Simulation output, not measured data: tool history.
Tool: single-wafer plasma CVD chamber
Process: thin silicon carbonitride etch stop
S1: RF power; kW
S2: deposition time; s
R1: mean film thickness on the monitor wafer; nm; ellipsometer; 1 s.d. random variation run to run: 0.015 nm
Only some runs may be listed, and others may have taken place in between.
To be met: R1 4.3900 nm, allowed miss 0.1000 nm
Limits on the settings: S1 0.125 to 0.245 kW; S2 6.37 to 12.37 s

run    day     S1     S2      R1
  1  0.000  0.185   9.37  5.3726
  2  0.038  0.185   9.88  5.6764
  3  0.133  0.195   9.88  5.7444
  4  0.500  0.205   9.88  5.8745
  5  0.862  0.205  10.34  6.1177
  6  1.208  0.195   9.67  5.6444
  7  1.554  0.185   9.20  5.2589
  8  1.608  0.175   8.90  5.0140
  9  1.808  0.170   8.69  4.8470
 10  2.062  0.165   8.56  4.7076

Which one of the following 4 next-run settings gets every result inside its allowed miss? There is exactly one.
  A  2.317  0.160  9.11   ?
  B  2.317  0.150  9.04   ?
  C  2.317  0.195  8.71   ?
  D  2.317  0.165  7.94   ?

move      R1
   A  5.0140
   B  4.8784
   C  5.0918
   D  4.4113
A: moves away from the targets compared with the last run
B: moves away from the targets compared with the last run
C: moves away from the targets compared with the last run
D: all results land within tolerance of their targets
The move that meets every target is D.

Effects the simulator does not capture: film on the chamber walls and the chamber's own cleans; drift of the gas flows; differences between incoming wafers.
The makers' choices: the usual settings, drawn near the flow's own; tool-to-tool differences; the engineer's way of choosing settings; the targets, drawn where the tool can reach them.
